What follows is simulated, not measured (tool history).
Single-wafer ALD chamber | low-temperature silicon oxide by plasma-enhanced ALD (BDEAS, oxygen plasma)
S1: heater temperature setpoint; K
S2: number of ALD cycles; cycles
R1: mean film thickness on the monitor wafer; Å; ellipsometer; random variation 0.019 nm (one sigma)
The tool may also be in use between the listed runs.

run 1 hour=0 | S1=383.15 S2=34 | R1=45.692
run 2 hour=1.5 | S1=389.15 S2=34 | R1=45.541
run 3 hour=10.3 | S1=389.15 S2=37 | R1=49.287
run 4 hour=14.1 | S1=381.15 S2=37 | R1=50.015
run 5 hour=22.1 | S1=390.15 S2=37 | R1=49.389
run 6 hour=23.2 | S1=390.15 S2=34 | R1=45.024
run 7 hour=26.8 | S1=393.15 S2=29 | R1=38.548

Forecast run 8:
run 8 hour=30.6 | S1=392.15 S2=29 | R1=?

Run 8 gave R1 38.458 Å.
